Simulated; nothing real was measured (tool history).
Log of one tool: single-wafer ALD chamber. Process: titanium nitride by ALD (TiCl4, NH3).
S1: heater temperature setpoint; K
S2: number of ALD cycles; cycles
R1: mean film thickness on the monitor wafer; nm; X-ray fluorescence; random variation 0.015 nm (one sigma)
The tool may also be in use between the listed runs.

{"run": 1, "day": 0.0, "S1": 658.15, "S2": 150, "NH3 pulse time (s)": 1.48, "R1": 3.1375}
{"run": 2, "day": 0.196, "S1": 655.15, "S2": 150, "NH3 pulse time (s)": 1.35, "R1": 3.0829}
{"run": 3, "day": 0.475, "S1": 663.15, "S2": 150, "NH3 pulse time (s)": 1.35, "R1": 3.0953}
{"run": 4, "day": 0.692, "S1": 659.15, "S2": 150, "NH3 pulse time (s)": 1.24, "R1": 3.0409}
{"run": 5, "day": 0.875, "S1": 659.15, "S2": 155, "NH3 pulse time (s)": 1.24, "R1": 3.1886}
{"run": 6, "day": 1.029, "S1": 659.15, "S2": 155, "NH3 pulse time (s)": 1.58, "R1": 3.2541}
{"run": 7, "day": 1.238, "S1": 656.15, "S2": 154, "NH3 pulse time (s)": 1.44, "R1": 3.151}

The next listed run, before its measurement:
{"run": 8, "day": 1.467, "S1": 656.15, "S2": 154, "NH3 pulse time (s)": 1.44, "R1": "?"}

R1: 3.1700 nm
